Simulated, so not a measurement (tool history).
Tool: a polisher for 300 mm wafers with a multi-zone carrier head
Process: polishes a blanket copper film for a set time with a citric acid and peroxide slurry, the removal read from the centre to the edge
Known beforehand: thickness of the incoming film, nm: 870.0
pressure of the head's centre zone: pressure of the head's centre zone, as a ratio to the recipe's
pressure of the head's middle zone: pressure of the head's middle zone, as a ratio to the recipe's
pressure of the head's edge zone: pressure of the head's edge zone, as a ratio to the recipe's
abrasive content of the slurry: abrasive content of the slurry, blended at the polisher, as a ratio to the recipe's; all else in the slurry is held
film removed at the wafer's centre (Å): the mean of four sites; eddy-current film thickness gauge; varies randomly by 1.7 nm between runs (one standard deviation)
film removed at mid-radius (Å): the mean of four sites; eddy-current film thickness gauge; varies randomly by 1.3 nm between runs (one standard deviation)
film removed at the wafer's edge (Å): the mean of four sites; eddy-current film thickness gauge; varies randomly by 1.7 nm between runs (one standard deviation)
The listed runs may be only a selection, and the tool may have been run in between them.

run  hour  flow of slurry (ml/min)  pressure of the head's centre zone  pressure of the head's middle zone  pressure of the head's edge zone  abrasive content of the slurry  polishing time (s)  film removed at the wafer's centre (Å)  film removed at mid-radius (Å)  film removed at the wafer's edge (Å)
  1   0.0                      135                                1.00                                1.00                              1.00                            1.00                  44                                  797.32                          820.20                                805.92
  2   4.2                      135                                1.00                                1.00                              1.03                            1.00                  44                                  792.26                          824.30                                823.52
  3   7.3                      135                                1.00                                1.00                              1.03                            1.00                  34                                  629.18                          634.70                                641.31
  4  13.6                      145                                1.03                                1.02                              1.05                            1.10                  38                                  718.39                          743.21                                743.76
  5  16.2                      150                                1.07                                1.02                              1.04                            1.15                  41                                  853.82                          799.75                                806.47
  6  21.9                      155                                1.09                                1.05                              1.06                            1.25                  43                                  922.52                          921.22                                866.83

Estimate the outcome of run 7 from the log above:
  7  25.0                      160                                1.10                                1.05                              1.08                            1.30                  45                                       ?                               ?                                     ?

film removed at the wafer's centre (Å): 977.51
film removed at mid-radius (Å): 945.24
film removed at the wafer's edge (Å): 918.63

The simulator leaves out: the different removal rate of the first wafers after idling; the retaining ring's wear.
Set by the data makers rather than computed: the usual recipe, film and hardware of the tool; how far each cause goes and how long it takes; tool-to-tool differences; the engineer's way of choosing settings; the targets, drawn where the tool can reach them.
